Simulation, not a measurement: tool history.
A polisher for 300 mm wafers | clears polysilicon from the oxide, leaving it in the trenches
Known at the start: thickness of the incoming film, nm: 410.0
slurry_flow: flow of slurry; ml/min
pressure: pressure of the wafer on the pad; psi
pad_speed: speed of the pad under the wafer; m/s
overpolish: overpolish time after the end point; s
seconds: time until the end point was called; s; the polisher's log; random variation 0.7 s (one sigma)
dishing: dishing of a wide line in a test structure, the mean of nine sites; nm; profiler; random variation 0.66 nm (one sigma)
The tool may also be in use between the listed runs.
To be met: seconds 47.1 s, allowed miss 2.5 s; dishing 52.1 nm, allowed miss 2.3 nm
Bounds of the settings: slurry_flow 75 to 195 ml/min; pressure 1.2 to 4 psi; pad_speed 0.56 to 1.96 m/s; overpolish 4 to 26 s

run  hour  slurry_flow  pressure  pad_speed  overpolish  seconds  dishing
  1     0          125       2.6       1.26          13   20.857   73.821
  2   6.4          125         3       1.26          13   18.671   77.279
  3  14.9          125         3       0.96          13     23.5   74.712
  4  17.6          120       2.6       0.94          11    27.68   66.552
  5  20.4          120       2.6       0.66          11   36.631   62.336
  6  23.2          120       2.5       0.66          10   38.299   59.184
  7  31.2          120       2.4       0.66          10   39.433   56.087
  8  33.2          120       2.4       0.66          10   39.481   56.847
  9  40.6          120       2.3       0.66          10    41.71   55.872
 10  41.3          120       2.3       0.66          10   41.652    55.14
 11  42.4          120       2.2       0.66          10   43.014   53.416
 12  44.1          115       2.1       0.64          11   48.135   55.237

4 next moves are on the table. One of them brings every result within its allowed miss. Which?
  A  45.8          125       2.3       0.56          10        ?        ?
  B  45.8          100       1.9       0.64          14        ?        ?
  C  45.8          105       1.9       0.72          13        ?        ?
  D  45.8          130       1.9       0.56          12        ?        ?

move  seconds  dishing
   A   45.608   51.464
   B   51.862   57.305
   C   46.752   58.112
   D   54.415   51.629
A: meets every target
B: further off than the last run
C: further off than the last run
D: brings the result that was furthest off to its target, and leaves another outside
Move A is the one to make.
